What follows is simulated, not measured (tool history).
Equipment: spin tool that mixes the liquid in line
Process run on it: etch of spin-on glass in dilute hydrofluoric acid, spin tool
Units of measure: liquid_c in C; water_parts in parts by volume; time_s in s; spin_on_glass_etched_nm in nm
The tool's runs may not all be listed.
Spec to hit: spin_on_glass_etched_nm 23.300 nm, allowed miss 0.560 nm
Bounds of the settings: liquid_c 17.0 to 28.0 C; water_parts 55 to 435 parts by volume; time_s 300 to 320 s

run    day  liquid_c  water_parts  time_s  spin_on_glass_etched_nm
  1  0.000      20.0          245     300                   28.752
  2  0.050      19.5          250     300                   27.534
  3  0.088      19.0          255     300                   26.644
  4  0.371      18.5          260     300                   25.516
  5  0.450      18.0          265     300                   24.769
  6  0.567      20.0          265     300                   26.225
  7  0.888      19.5          265     300                   25.876
  8  1.146      19.0          265     300                   25.569
  9  1.304      18.5          265     300                   24.990

Which of these 5 next moves meets every target?
  A  1.462      22.5          330     305                        ?
  B  1.462      18.5          295     300                        ?
  C  1.462      17.0          270     305                        ?
  D  1.462      17.0          290     310                        ?
  E  1.462      20.0          300     320                        ?

move  spin_on_glass_etched_nm
   A                   22.167
   B                   21.787
   C                   23.362
   D                   21.735
   E                   24.046
A: carries the result that was furthest off beyond its target, to the other side
B: carries the result that was furthest off beyond its target, to the other side
C: all results in spec
D: carries the result that was furthest off beyond its target, to the other side
E: closer than the last run, but not yet in spec
Answer: C
